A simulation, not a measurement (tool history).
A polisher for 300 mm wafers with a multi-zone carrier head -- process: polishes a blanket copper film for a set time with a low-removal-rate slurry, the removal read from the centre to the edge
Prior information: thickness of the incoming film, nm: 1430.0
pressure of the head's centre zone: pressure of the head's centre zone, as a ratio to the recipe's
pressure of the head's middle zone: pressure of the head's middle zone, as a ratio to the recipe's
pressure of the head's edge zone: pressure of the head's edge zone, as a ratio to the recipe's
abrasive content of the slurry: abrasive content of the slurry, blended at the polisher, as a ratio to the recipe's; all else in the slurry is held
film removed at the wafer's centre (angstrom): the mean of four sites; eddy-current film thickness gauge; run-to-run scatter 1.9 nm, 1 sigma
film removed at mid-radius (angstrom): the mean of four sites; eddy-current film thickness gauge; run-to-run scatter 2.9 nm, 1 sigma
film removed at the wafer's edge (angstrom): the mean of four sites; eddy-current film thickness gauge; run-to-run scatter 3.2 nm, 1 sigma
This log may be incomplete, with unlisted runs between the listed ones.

run    day  flow of slurry (ml/min)  pressure of the head's centre zone  pressure of the head's middle zone  pressure of the head's edge zone  abrasive content of the slurry  polishing time (s)  film removed at the wafer's centre (angstrom)  film removed at mid-radius (angstrom)  film removed at the wafer's edge (angstrom)
  1      0                      305                                   1                                   1                                 1                               1                  87                                         2206.4                                   2250                                       2283.1
  2  0.292                      305                                0.92                                   1                                 1                               1                  87                                         2031.4                                   2279                                       2232.5
  3  0.483                      310                                0.95                                1.02                              1.03                            1.05                  87                                         2143.3                                   2348                                         2375
  4  0.729                      320                                0.98                                1.05                              1.04                            1.05                  87                                         2174.7                                 2412.1                                       2336.3
  5      1                      320                                0.98                                1.05                              0.98                            1.05                  87                                         2194.2                                 2384.9                                       2276.1
  6  1.212                      320                                0.98                                1.05                              0.98                            1.15                  87                                         2285.6                                 2436.5                                       2383.9

Run 7 comes next. What will it give?
  7  1.517                      325                                   1                                1.07                                 1                             1.2                  87                                              ?                                      ?                                            ?

{"run 7": {"film removed at the wafer's centre (angstrom)": 2325.7, "film removed at mid-radius (angstrom)": 2561.7, "film removed at the wafer's edge (angstrom)": 2409.1}}
